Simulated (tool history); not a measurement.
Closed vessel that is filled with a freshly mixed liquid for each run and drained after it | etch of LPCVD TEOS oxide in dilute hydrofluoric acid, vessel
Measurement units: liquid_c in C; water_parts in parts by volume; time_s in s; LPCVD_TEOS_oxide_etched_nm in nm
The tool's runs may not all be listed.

{"run": 1, "hour": 0.0, "liquid_c": 23, "water_parts": 210, "time_s": 60, "LPCVD_TEOS_oxide_etched_nm": 14.47}
{"run": 2, "hour": 4.1, "liquid_c": 25, "water_parts": 175, "time_s": 60, "LPCVD_TEOS_oxide_etched_nm": 19.148}
{"run": 3, "hour": 8.8, "liquid_c": 23, "water_parts": 175, "time_s": 60, "LPCVD_TEOS_oxide_etched_nm": 17.928}
{"run": 4, "hour": 16.9, "liquid_c": 19.5, "water_parts": 175, "time_s": 60, "LPCVD_TEOS_oxide_etched_nm": 15.51}
{"run": 5, "hour": 23.1, "liquid_c": 19.5, "water_parts": 175, "time_s": 45, "LPCVD_TEOS_oxide_etched_nm": 11.58}
{"run": 6, "hour": 24.3, "liquid_c": 22.5, "water_parts": 145, "time_s": 45, "LPCVD_TEOS_oxide_etched_nm": 16.458}
{"run": 7, "hour": 28.8, "liquid_c": 24.5, "water_parts": 115, "time_s": 45, "LPCVD_TEOS_oxide_etched_nm": 23.26}

What will run 8 give?
{"run": 8, "hour": 34.6, "liquid_c": 26, "water_parts": 105, "time_s": 45, "LPCVD_TEOS_oxide_etched_nm": "?"}

Run 8 came out at LPCVD_TEOS_oxide_etched_nm 27.083 nm.
